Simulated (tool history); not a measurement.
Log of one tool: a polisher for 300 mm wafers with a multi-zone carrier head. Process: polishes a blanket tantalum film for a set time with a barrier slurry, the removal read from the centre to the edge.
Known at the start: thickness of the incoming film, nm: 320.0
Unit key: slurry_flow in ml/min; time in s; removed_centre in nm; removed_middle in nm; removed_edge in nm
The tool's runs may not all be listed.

run 1 hour=0.0 | slurry_flow=145 centre_zone=1.00 middle_zone=1.00 edge_zone=1.00 slurry_solids=1.00 time=67 | removed_centre=113.150 removed_middle=115.950 removed_edge=109.590
run 2 hour=8.9 | slurry_flow=130 centre_zone=1.00 middle_zone=1.00 edge_zone=1.00 slurry_solids=1.00 time=67 | removed_centre=109.540 removed_middle=113.950 removed_edge=110.270
run 3 hour=14.9 | slurry_flow=130 centre_zone=1.00 middle_zone=1.00 edge_zone=1.00 slurry_solids=0.85 time=67 | removed_centre=102.490 removed_middle=107.860 removed_edge=104.080
run 4 hour=19.8 | slurry_flow=130 centre_zone=0.93 middle_zone=1.00 edge_zone=1.00 slurry_solids=0.85 time=67 | removed_centre=98.533 removed_middle=106.030 removed_edge=103.480
run 5 hour=26.1 | slurry_flow=130 centre_zone=0.93 middle_zone=1.03 edge_zone=1.00 slurry_solids=0.85 time=67 | removed_centre=99.431 removed_middle=108.730 removed_edge=102.470
run 6 hour=29.7 | slurry_flow=125 centre_zone=0.91 middle_zone=1.06 edge_zone=0.96 slurry_solids=0.80 time=67 | removed_centre=92.640 removed_middle=106.690 removed_edge=98.340
run 7 hour=36.0 | slurry_flow=130 centre_zone=0.92 middle_zone=1.08 edge_zone=0.92 slurry_solids=0.75 time=67 | removed_centre=93.393 removed_middle=108.600 removed_edge=93.352
run 8 hour=36.7 | slurry_flow=120 centre_zone=0.91 middle_zone=1.09 edge_zone=0.89 slurry_solids=0.75 time=67 | removed_centre=89.376 removed_middle=105.540 removed_edge=91.486
run 9 hour=39.6 | slurry_flow=115 centre_zone=0.94 middle_zone=1.17 edge_zone=0.81 slurry_solids=0.55 time=66 | removed_centre=76.831 removed_middle=95.421 removed_edge=73.073
run 10 hour=48.5 | slurry_flow=155 centre_zone=0.90 middle_zone=1.12 edge_zone=0.89 slurry_solids=0.55 time=66 | removed_centre=78.297 removed_middle=95.626 removed_edge=79.692
run 11 hour=49.7 | slurry_flow=155 centre_zone=0.91 middle_zone=1.13 edge_zone=0.90 slurry_solids=0.55 time=66 | removed_centre=78.269 removed_middle=96.350 removed_edge=79.519

What does the tool deliver on the next run?
run 12 hour=53.6 | slurry_flow=195 centre_zone=0.93 middle_zone=1.15 edge_zone=0.93 slurry_solids=0.60 time=66 | removed_centre=? removed_middle=? removed_edge=?

Run 12 produced removed_centre 87.074 nm, removed_middle 107.090 nm, removed_edge 87.734 nm.
